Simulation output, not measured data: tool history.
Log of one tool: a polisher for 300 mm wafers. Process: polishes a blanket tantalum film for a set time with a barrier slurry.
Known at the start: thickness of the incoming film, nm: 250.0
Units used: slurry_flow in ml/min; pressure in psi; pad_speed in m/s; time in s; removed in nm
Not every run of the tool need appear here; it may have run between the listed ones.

run	hour	slurry_flow	pressure	pad_speed	slurry_solids	time	removed
1	0.0	225	1.4	1.08	1.00	40	42.218
2	8.7	190	1.4	1.08	1.00	40	41.138
3	16.8	190	1.3	1.08	1.00	40	37.769
4	20.1	185	1.2	1.08	1.00	40	34.695
5	21.6	220	1.2	1.08	1.00	40	35.454
6	28.8	220	1.2	1.08	0.85	40	34.534

Expected results for the next run?
7	35.9	210	0.8	1.06	0.85	40	?

Run 7 gave removed 23.132 nm.
